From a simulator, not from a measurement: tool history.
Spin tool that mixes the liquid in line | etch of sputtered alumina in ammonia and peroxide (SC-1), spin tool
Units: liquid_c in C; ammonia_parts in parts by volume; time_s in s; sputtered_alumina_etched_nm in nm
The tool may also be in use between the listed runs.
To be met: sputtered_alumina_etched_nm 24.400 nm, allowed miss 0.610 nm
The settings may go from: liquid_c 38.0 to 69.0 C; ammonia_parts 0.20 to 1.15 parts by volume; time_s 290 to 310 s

Run 1, hour 0.0: liquid_c 53.0 C, ammonia_parts 0.65 parts by volume, time_s 290 s. Result: sputtered_alumina_etched_nm 16.242 nm.
Run 2, hour 2.5: liquid_c 53.0 C, ammonia_parts 0.65 parts by volume, time_s 290 s. Result: sputtered_alumina_etched_nm 16.223 nm.
Run 3, hour 10.3: liquid_c 60.0 C, ammonia_parts 0.65 parts by volume, time_s 290 s. Result: sputtered_alumina_etched_nm 23.432 nm.
Run 4, hour 18.5: liquid_c 66.0 C, ammonia_parts 0.65 parts by volume, time_s 290 s. Result: sputtered_alumina_etched_nm 31.848 nm.
Run 5, hour 26.1: liquid_c 66.0 C, ammonia_parts 0.80 parts by volume, time_s 290 s. Result: sputtered_alumina_etched_nm 32.125 nm.
Run 6, hour 28.0: liquid_c 66.0 C, ammonia_parts 0.60 parts by volume, time_s 290 s. Result: sputtered_alumina_etched_nm 31.439 nm.
Run 7, hour 32.8: liquid_c 65.0 C, ammonia_parts 0.60 parts by volume, time_s 290 s. Result: sputtered_alumina_etched_nm 29.865 nm.
Run 8, hour 37.8: liquid_c 64.5 C, ammonia_parts 0.60 parts by volume, time_s 290 s. Result: sputtered_alumina_etched_nm 29.253 nm.
Run 9, hour 40.5: liquid_c 64.0 C, ammonia_parts 0.60 parts by volume, time_s 290 s. Result: sputtered_alumina_etched_nm 28.493 nm.
Run 10, hour 45.2: liquid_c 63.5 C, ammonia_parts 0.60 parts by volume, time_s 290 s. Result: sputtered_alumina_etched_nm 27.865 nm.
Run 11, hour 47.1: liquid_c 63.0 C, ammonia_parts 0.60 parts by volume, time_s 290 s. Result: sputtered_alumina_etched_nm 27.039 nm.
Run 12, hour 53.5: liquid_c 62.5 C, ammonia_parts 0.60 parts by volume, time_s 290 s. Result: sputtered_alumina_etched_nm 26.420 nm.
Run 13, hour 62.1: liquid_c 61.5 C, ammonia_parts 0.60 parts by volume, time_s 290 s. Result: sputtered_alumina_etched_nm 25.023 nm.

5 next moves are on the table. One of them brings every result within its allowed miss. Which?
Run A, hour 70.7: liquid_c 62.0 C, ammonia_parts 0.60 parts by volume, time_s 290 s. Result: sputtered_alumina_etched_nm ?.
Run B, hour 70.7: liquid_c 62.5 C, ammonia_parts 0.80 parts by volume, time_s 290 s. Result: sputtered_alumina_etched_nm ?.
Run C, hour 70.7: liquid_c 60.0 C, ammonia_parts 0.65 parts by volume, time_s 305 s. Result: sputtered_alumina_etched_nm ?.
Run D, hour 70.7: liquid_c 61.0 C, ammonia_parts 0.55 parts by volume, time_s 310 s. Result: sputtered_alumina_etched_nm ?.
Run E, hour 70.7: liquid_c 61.5 C, ammonia_parts 0.50 parts by volume, time_s 305 s. Result: sputtered_alumina_etched_nm ?.

move  sputtered_alumina_etched_nm
   A                       25.680
   B                       27.064
   C                       24.575
   D                       25.877
   E                       25.882
A: further off than the last run
B: further off than the last run
C: meets every target
D: further off than the last run
E: further off than the last run
Move C is the one to make.
